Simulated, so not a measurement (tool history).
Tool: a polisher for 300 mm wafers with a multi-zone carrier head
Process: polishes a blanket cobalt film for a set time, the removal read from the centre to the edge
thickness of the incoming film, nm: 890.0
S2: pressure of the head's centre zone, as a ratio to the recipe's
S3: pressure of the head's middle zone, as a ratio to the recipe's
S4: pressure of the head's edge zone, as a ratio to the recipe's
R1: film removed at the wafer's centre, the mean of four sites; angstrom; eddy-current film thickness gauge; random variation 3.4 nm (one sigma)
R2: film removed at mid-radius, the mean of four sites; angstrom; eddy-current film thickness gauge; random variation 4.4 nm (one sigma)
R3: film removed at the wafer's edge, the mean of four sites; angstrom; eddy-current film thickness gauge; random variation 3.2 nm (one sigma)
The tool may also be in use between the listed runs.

{"run": 1, "hour": 0.0, "flow of slurry (ml/min)": 305, "S2": 1.0, "S3": 1.0, "S4": 1.0, "polishing time (s)": 75, "R1": 2700.0, "R2": 2695.0, "R3": 2690.0}
{"run": 2, "hour": 0.9, "flow of slurry (ml/min)": 305, "S2": 1.0, "S3": 0.94, "S4": 1.0, "polishing time (s)": 75, "R1": 2673.3, "R2": 2564.2, "R3": 2774.0}
{"run": 3, "hour": 6.0, "flow of slurry (ml/min)": 310, "S2": 1.0, "S3": 0.98, "S4": 1.03, "polishing time (s)": 82, "R1": 2922.6, "R2": 2939.9, "R3": 2976.7}
{"run": 4, "hour": 11.8, "flow of slurry (ml/min)": 315, "S2": 1.0, "S3": 0.98, "S4": 1.05, "polishing time (s)": 88, "R1": 3181.3, "R2": 3137.6, "R3": 3267.7}
{"hour": 17.4, "done": "slurry nozzle cleaned"}
{"run": 5, "hour": 17.4, "flow of slurry (ml/min)": 315, "S2": 1.0, "S3": 0.98, "S4": 0.97, "polishing time (s)": 88, "R1": 3275.2, "R2": 3228.3, "R3": 3288.3}
{"run": 6, "hour": 22.2, "flow of slurry (ml/min)": 315, "S2": 1.0, "S3": 0.98, "S4": 1.02, "polishing time (s)": 88, "R1": 3291.6, "R2": 3198.1, "R3": 3338.0}
{"run": 7, "hour": 23.6, "flow of slurry (ml/min)": 330, "S2": 0.99, "S3": 1.0, "S4": 1.02, "polishing time (s)": 90, "R1": 3302.5, "R2": 3419.6, "R3": 3374.4}
{"run": 8, "hour": 27.1, "flow of slurry (ml/min)": 350, "S2": 0.99, "S3": 1.0, "S4": 1.02, "polishing time (s)": 92, "R1": 3469.0, "R2": 3483.9, "R3": 3463.9}
{"run": 9, "hour": 35.4, "flow of slurry (ml/min)": 355, "S2": 0.98, "S3": 1.0, "S4": 1.02, "polishing time (s)": 94, "R1": 3516.1, "R2": 3512.5, "R3": 3561.2}
{"run": 10, "hour": 36.2, "flow of slurry (ml/min)": 355, "S2": 0.98, "S3": 1.0, "S4": 1.02, "polishing time (s)": 94, "R1": 3462.4, "R2": 3596.5, "R3": 3567.7}

The next listed run, before its measurement:
{"run": 11, "hour": 38.6, "flow of slurry (ml/min)": 355, "S2": 0.98, "S3": 1.01, "S4": 1.02, "polishing time (s)": 95, "R1": "?", "R2": "?", "R3": "?"}

R1: 3507.4 angstrom
R2: 3615.0 angstrom
R3: 3558.2 angstrom
